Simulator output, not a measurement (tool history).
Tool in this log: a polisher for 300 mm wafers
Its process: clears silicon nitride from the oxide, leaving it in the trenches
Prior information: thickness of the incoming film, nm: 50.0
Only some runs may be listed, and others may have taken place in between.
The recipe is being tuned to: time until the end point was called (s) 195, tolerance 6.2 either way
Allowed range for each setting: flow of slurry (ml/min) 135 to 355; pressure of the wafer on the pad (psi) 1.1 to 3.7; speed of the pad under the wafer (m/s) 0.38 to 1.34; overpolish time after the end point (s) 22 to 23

run	day	flow of slurry (ml/min)	pressure of the wafer on the pad (psi)	speed of the pad under the wafer (m/s)	overpolish time after the end point (s)	time until the end point was called (s)
1	0	225	2.4	0.86	22	96.17
2	0.162	225	2.1	0.86	22	107.17
3	0.525	225	2.6	0.86	22	86.162
4	0.796	220	2.2	0.82	22	107.96
5	1.033	220	1.9	0.78	22	130.06
6	1.312	170	1.9	0.78	22	135.67
# day 1.425: worn pad replaced by a new one
7	1.425	165	1.7	0.78	22	136.24
8	1.712	165	1.5	0.74	22	163.06
9	2.008	165	1.4	0.74	22	175.56
10	2.042	165	1.3	0.74	22	183.4

Pick the move, out of 4, that brings all results within their allowed miss; only one does.
A	2.075	160	1.1	0.82	22	?
B	2.075	170	1.7	0.66	22	?
C	2.075	190	1.6	0.66	23	?
D	2.075	135	1.6	0.64	22	?

move	time until the end point was called (s)
A	197.99
B	160.76
C	168.82
D	178.9
A: hits every target within its allowed miss
B: further off than the last run
C: further off than the last run
D: further off than the last run
So the answer is move A, the one that meets all the targets.
